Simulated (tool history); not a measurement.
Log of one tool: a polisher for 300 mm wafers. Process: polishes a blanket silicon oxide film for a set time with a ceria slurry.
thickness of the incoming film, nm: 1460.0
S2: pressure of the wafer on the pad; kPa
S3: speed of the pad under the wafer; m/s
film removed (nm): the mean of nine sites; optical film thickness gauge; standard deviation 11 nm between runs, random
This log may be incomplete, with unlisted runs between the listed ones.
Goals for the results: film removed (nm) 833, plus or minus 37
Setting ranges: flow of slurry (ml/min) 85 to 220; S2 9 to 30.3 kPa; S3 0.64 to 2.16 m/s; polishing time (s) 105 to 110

{"run": 1, "hour": 0.0, "flow of slurry (ml/min)": 140, "S2": 19.3, "S3": 1.4, "polishing time (s)": 105, "film removed (nm)": 611.97}
{"run": 2, "hour": 4.2, "flow of slurry (ml/min)": 140, "S2": 19.3, "S3": 1.28, "polishing time (s)": 105, "film removed (nm)": 566.41}
{"run": 3, "hour": 9.7, "flow of slurry (ml/min)": 120, "S2": 19.3, "S3": 1.28, "polishing time (s)": 105, "film removed (nm)": 552.76}
{"run": 4, "hour": 16.2, "flow of slurry (ml/min)": 120, "S2": 19.3, "S3": 1.44, "polishing time (s)": 105, "film removed (nm)": 612.65}
{"run": 5, "hour": 18.0, "flow of slurry (ml/min)": 120, "S2": 15.9, "S3": 1.44, "polishing time (s)": 105, "film removed (nm)": 518.6}
{"run": 6, "hour": 20.0, "flow of slurry (ml/min)": 120, "S2": 17.2, "S3": 1.44, "polishing time (s)": 105, "film removed (nm)": 550.17}
{"run": 7, "hour": 24.0, "flow of slurry (ml/min)": 135, "S2": 22.8, "S3": 1.48, "polishing time (s)": 105, "film removed (nm)": 776.55}
{"run": 8, "hour": 24.9, "flow of slurry (ml/min)": 140, "S2": 23.4, "S3": 1.48, "polishing time (s)": 105, "film removed (nm)": 788.79}

4 candidate next runs follow, results not yet known. Just one meets every target within its allowed miss. Identify it.
{"run": "A", "hour": 25.8, "flow of slurry (ml/min)": 140, "S2": 26.9, "S3": 1.24, "polishing time (s)": 105, "film removed (nm)": "?"}
{"run": "B", "hour": 25.8, "flow of slurry (ml/min)": 150, "S2": 25.5, "S3": 1.56, "polishing time (s)": 107, "film removed (nm)": "?"}
{"run": "C", "hour": 25.8, "flow of slurry (ml/min)": 125, "S2": 20, "S3": 1.76, "polishing time (s)": 110, "film removed (nm)": "?"}
{"run": "D", "hour": 25.8, "flow of slurry (ml/min)": 135, "S2": 24.8, "S3": 1.28, "polishing time (s)": 108, "film removed (nm)": "?"}

move=A film_removed_(nm)=763.86
move=B film_removed_(nm)=931.91
move=C film_removed_(nm)=829.9
move=D film_removed_(nm)=745.66
A: lands further from the targets than the last run did
B: takes the result that was furthest off past its target
C: all results land within tolerance of their targets
D: lands further from the targets than the last run did
The right move is C.
